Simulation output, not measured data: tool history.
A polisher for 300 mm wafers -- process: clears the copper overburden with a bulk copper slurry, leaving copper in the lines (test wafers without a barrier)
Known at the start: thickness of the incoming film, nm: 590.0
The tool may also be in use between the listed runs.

run	hour	flow of slurry (ml/min)	pressure of the wafer on the pad (psi)	speed of the pad under the wafer (cm/s)	abrasive content of the slurry	overpolish time after the end point (s)	time until the end point was called (s)	dishing of a wide line in a test structure (nm)
1	0.0	175	2.4	104	1.0	12	79.099	58.395
2	3.1	170	2.2	104	1.0	12	84.996	54.497
3	10.7	170	2.2	104	1.0	7	83.363	36.371
4	18.7	140	2.2	104	1.0	7	88.486	34.896
# hour 19.5: head pressure recalibrated
5	19.5	135	2.1	102	1.0	8	99.809	34.242
6	20.6	130	2.1	100	1.0	9	101.530	37.149
7	25.2	125	2.1	98	1.0	10	104.000	39.615
8	32.5	120	2.0	96	1.0	11	112.240	40.115
9	36.9	115	1.9	94	1.0	12	115.700	40.659

What will run 10 give?
10	43.2	115	1.9	92	1.0	12	?	?

{"run 10": {"time until the end point was called (s)": 121.75, "dishing of a wide line in a test structure (nm)": 39.585}}
